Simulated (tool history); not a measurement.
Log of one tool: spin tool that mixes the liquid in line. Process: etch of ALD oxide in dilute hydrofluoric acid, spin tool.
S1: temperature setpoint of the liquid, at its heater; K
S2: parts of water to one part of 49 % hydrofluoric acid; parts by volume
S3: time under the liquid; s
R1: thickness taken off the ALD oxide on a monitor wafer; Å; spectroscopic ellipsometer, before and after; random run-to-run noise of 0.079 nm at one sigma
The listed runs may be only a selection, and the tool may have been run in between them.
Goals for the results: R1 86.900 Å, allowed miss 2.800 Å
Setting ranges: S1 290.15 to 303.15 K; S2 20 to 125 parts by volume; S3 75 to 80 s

run	hour	S1	S2	S3	R1
1	0.0	295.15	70	75	124.660
2	3.6	294.15	75	75	109.160
3	11.8	294.15	60	75	142.170
4	20.2	293.15	65	75	124.540
5	27.2	293.15	75	75	104.270
6	35.6	293.15	60	75	134.630
7	40.7	292.65	65	75	121.680
8	45.7	290.15	85	75	80.297
9	47.5	290.65	85	75	83.475

4 candidate next runs follow, results not yet known. Just one meets every target within its allowed miss. Identify it.
A	49.3	291.65	90	80	?
B	49.3	290.15	100	80	?
C	49.3	290.15	75	75	?
D	49.3	291.65	80	75	?

move	R1
A	87.616
B	73.251
C	94.021
D	93.432
A: each result inside its tolerance
B: moves away from the targets compared with the last run
C: pushes the last run's worst result past its target
D: pushes the last run's worst result past its target
Correct choice: A, which meets every target
